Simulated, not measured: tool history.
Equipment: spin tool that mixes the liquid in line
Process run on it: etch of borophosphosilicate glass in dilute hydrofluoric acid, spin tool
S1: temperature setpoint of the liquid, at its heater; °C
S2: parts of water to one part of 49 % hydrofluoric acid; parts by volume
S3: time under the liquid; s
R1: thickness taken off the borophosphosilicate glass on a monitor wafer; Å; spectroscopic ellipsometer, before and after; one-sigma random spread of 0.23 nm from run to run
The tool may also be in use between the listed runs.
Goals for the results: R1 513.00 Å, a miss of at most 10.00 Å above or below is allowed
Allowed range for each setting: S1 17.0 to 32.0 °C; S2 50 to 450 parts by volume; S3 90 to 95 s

run  hour    S1   S2  S3      R1
  1   0.0  24.0  250  90  191.83
  2   1.9  25.0  230  90  219.78
  3   9.4  26.5  230  90  232.26
  4  17.3  27.0  215  90  256.23
  5  18.4  27.5  200  90  287.67
  6  27.4  27.5  200  95  301.88
  7  28.7  28.0  190  95  328.14
  8  37.0  28.5  180  95  355.68
  9  42.9  29.0  175  95  376.43
 10  51.3  32.0  130  95  598.47
 11  53.7  29.0  130  95  534.83

Exercise: of the 5 proposed moves below, exactly one satisfies all targets within the stated allowed misses. Which move is it?
  A  56.1  27.5  115  90   ?
  B  56.1  30.5  130  95   ?
  C  56.1  30.0  140  95   ?
  D  56.1  30.0  130  95   ?
  E  56.1  32.0  140  95   ?

move      R1
   A  552.90
   B  565.69
   C  508.94
   D  555.47
   E  546.79
A: lands further from the targets than the last run did
B: lands further from the targets than the last run did
C: every result lands within tolerance
D: lands further from the targets than the last run did
E: lands further from the targets than the last run did
Correct choice: C, which meets every target
